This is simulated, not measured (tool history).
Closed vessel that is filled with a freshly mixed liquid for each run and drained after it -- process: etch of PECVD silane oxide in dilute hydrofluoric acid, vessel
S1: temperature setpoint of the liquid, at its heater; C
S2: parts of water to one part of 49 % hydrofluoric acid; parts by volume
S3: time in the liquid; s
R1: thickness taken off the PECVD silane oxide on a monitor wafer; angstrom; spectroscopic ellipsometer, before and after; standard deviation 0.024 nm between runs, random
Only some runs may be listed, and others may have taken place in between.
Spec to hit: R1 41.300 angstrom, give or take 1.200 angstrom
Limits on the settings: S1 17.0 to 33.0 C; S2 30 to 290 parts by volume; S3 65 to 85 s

run  hour    S1   S2  S3       R1
  1   0.0  25.0  160  85   73.897
  2   7.0  25.0  215  85   51.180
  3  11.1  24.5  215  85   50.536
  4  12.3  24.5  165  85   69.458
  5  16.1  24.5  115  85  105.830
  6  18.4  24.0  125  85   92.949
  7  22.3  23.5  135  85   85.265
  8  28.8  23.0  140  85   79.579
  9  35.6  22.5  145  85   75.484
 10  36.5  22.0  150  85   70.238
 11  45.4  21.5  155  85   67.459

Which one of the following 5 next-run settings gets every result inside its allowed miss? There is exactly one.
  A  54.3  19.5  175  65   ?
  B  54.3  20.0  185  65   ?
  C  54.3  24.5  215  65   ?
  D  54.3  22.5  180  65   ?
  E  54.3  21.5  195  65   ?

move      R1
   A  40.360
   B  38.547
   C  38.097
   D  43.846
   E  38.357
A: all results land within tolerance of their targets
B: pushes the last run's worst result past its target
C: pushes the last run's worst result past its target
D: closer than the last run, but not yet in spec
E: pushes the last run's worst result past its target
Correct choice: A, which meets every target
